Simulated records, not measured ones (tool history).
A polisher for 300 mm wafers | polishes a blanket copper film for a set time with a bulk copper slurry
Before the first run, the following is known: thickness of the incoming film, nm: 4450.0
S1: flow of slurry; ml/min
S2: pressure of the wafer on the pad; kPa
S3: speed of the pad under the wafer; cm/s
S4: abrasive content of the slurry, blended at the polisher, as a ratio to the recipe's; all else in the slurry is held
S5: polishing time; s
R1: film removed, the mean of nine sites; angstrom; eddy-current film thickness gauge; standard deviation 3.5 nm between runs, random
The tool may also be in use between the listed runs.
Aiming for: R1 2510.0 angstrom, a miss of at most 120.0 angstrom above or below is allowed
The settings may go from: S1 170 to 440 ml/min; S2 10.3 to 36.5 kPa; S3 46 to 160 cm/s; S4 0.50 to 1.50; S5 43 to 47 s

Run 1, day 0.000: S1 280 ml/min, S2 23.4 kPa, S3 102 cm/s, S4 1.00, S5 47 s. Result: R1 4213.3 angstrom.
Run 2, day 0.288: S1 280 ml/min, S2 23.4 kPa, S3 102 cm/s, S4 1.15, S5 47 s. Result: R1 4210.8 angstrom.
Run 3, day 0.421: S1 280 ml/min, S2 20.7 kPa, S3 100 cm/s, S4 1.15, S5 47 s. Result: R1 3698.5 angstrom.
Run 4, day 0.496: S1 280 ml/min, S2 20.7 kPa, S3 100 cm/s, S4 1.30, S5 47 s. Result: R1 3910.4 angstrom.
Run 5, day 0.829: S1 280 ml/min, S2 17.9 kPa, S3 100 cm/s, S4 1.30, S5 47 s. Result: R1 3237.8 angstrom.
Run 6, day 0.900: S1 280 ml/min, S2 17.9 kPa, S3 100 cm/s, S4 1.30, S5 47 s. Result: R1 3343.3 angstrom.
Run 7, day 0.933: S1 280 ml/min, S2 16.5 kPa, S3 100 cm/s, S4 1.30, S5 47 s. Result: R1 3087.0 angstrom.
Run 8, day 1.046: S1 280 ml/min, S2 16.5 kPa, S3 100 cm/s, S4 1.30, S5 47 s. Result: R1 3074.5 angstrom.
Run 9, day 1.271: S1 280 ml/min, S2 15.9 kPa, S3 100 cm/s, S4 1.30, S5 47 s. Result: R1 2958.9 angstrom.
Run 10, day 1.454: S1 280 ml/min, S2 15.2 kPa, S3 100 cm/s, S4 1.30, S5 47 s. Result: R1 2845.8 angstrom.
Run 11, day 1.583: S1 280 ml/min, S2 14.5 kPa, S3 100 cm/s, S4 1.30, S5 47 s. Result: R1 2721.5 angstrom.

Of the 4 settings listed for the next run, only one would bring every result within its allowed miss of target. Which one?
Run A, day 1.712: S1 225 ml/min, S2 13.8 kPa, S3 100 cm/s, S4 1.35, S5 47 s. Result: R1 ?.
Run B, day 1.712: S1 315 ml/min, S2 14.5 kPa, S3 80 cm/s, S4 1.20, S5 47 s. Result: R1 ?.
Run C, day 1.712: S1 230 ml/min, S2 12.4 kPa, S3 98 cm/s, S4 1.30, S5 47 s. Result: R1 ?.
Run D, day 1.712: S1 240 ml/min, S2 14.5 kPa, S3 94 cm/s, S4 0.85, S5 47 s. Result: R1 ?.

move      R1
   A  2545.2
   B  2196.1
   C  2249.1
   D  2311.8
A: each result inside its tolerance
B: the result that was furthest off in the last run now lies on the other side of its target
C: the result that was furthest off in the last run now lies on the other side of its target
D: the result that was furthest off in the last run now lies on the other side of its target
Correct choice: A, which meets every target
